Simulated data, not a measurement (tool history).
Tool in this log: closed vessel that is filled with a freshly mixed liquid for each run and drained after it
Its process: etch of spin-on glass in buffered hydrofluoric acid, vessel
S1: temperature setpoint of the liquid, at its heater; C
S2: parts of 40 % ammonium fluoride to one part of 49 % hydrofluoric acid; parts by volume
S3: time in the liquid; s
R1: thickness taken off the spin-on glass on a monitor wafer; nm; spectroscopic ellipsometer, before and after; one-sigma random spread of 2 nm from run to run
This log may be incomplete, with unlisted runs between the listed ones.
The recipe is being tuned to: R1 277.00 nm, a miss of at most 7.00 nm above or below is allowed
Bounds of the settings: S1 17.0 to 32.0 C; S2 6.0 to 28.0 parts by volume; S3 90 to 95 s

run	hour	S1	S2	S3	R1
1	0.0	24.0	17.0	90	109.89
2	3.3	25.5	15.5	90	129.18
3	6.9	26.5	14.0	90	149.92
4	15.3	26.5	12.0	90	174.63
5	24.6	26.5	9.5	90	223.67
6	31.7	27.5	9.5	90	235.50
7	32.8	28.0	9.5	90	241.32
8	33.7	28.5	9.5	90	244.89
9	40.2	29.0	9.5	90	253.50
10	49.3	29.5	9.5	90	261.84
11	52.1	30.0	9.5	90	267.58

Pick the move, out of 4, that brings all results within their allowed miss; only one does.
A	54.9	29.5	9.5	95	?
B	54.9	31.0	9.5	95	?
C	54.9	29.5	8.0	90	?
D	54.9	28.0	7.5	90	?

move	R1
A	270.60
B	292.72
C	292.35
D	289.64
A: meets every target
B: takes the result that was furthest off past its target
C: takes the result that was furthest off past its target
D: takes the result that was furthest off past its target
Go with A: it meets all targets.
